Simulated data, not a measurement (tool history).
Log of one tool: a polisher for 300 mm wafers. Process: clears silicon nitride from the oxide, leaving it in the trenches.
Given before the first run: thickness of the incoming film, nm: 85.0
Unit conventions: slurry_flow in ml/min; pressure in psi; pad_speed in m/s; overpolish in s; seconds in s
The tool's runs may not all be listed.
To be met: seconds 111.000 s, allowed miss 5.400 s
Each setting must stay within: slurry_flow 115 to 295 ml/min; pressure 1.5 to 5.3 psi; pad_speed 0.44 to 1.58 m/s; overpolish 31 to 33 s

Run 1, hour 0.0: slurry_flow 190 ml/min, pressure 3.4 psi, pad_speed 1.00 m/s, overpolish 31 s. Result: seconds 71.977 s.
Run 2, hour 7.9: slurry_flow 190 ml/min, pressure 3.0 psi, pad_speed 0.98 m/s, overpolish 31 s. Result: seconds 85.907 s.
Run 3, hour 11.3: slurry_flow 190 ml/min, pressure 2.8 psi, pad_speed 0.98 m/s, overpolish 31 s. Result: seconds 91.668 s.
Run 4, hour 19.9: slurry_flow 190 ml/min, pressure 2.6 psi, pad_speed 0.98 m/s, overpolish 31 s. Result: seconds 96.068 s.
Run 5, hour 23.7: slurry_flow 190 ml/min, pressure 2.6 psi, pad_speed 1.06 m/s, overpolish 31 s. Result: seconds 88.564 s.
Run 6, hour 25.6: slurry_flow 190 ml/min, pressure 2.6 psi, pad_speed 0.96 m/s, overpolish 31 s. Result: seconds 95.519 s.
Run 7, hour 32.9: slurry_flow 190 ml/min, pressure 2.0 psi, pad_speed 0.94 m/s, overpolish 31 s. Result: seconds 126.230 s.
Run 8, hour 41.9: slurry_flow 190 ml/min, pressure 2.1 psi, pad_speed 0.94 m/s, overpolish 31 s. Result: seconds 121.210 s.

Which of these 5 next moves meets every target?
Run A, hour 50.9: slurry_flow 190 ml/min, pressure 2.3 psi, pad_speed 1.06 m/s, overpolish 31 s. Result: seconds ?.
Run B, hour 50.9: slurry_flow 180 ml/min, pressure 1.8 psi, pad_speed 0.96 m/s, overpolish 31 s. Result: seconds ?.
Run C, hour 50.9: slurry_flow 180 ml/min, pressure 3.0 psi, pad_speed 0.64 m/s, overpolish 33 s. Result: seconds ?.
Run D, hour 50.9: slurry_flow 185 ml/min, pressure 2.3 psi, pad_speed 0.94 m/s, overpolish 33 s. Result: seconds ?.
Run E, hour 50.9: slurry_flow 200 ml/min, pressure 2.3 psi, pad_speed 1.04 m/s, overpolish 33 s. Result: seconds ?.

move  seconds
   A  100.050
   B  137.560
   C  129.220
   D  112.880
   E  101.150
A: carries the result that was furthest off beyond its target, to the other side
B: the biggest miss grows against the last run
C: the biggest miss grows against the last run
D: in spec on every target
E: carries the result that was furthest off beyond its target, to the other side
Go with D: it meets all targets.
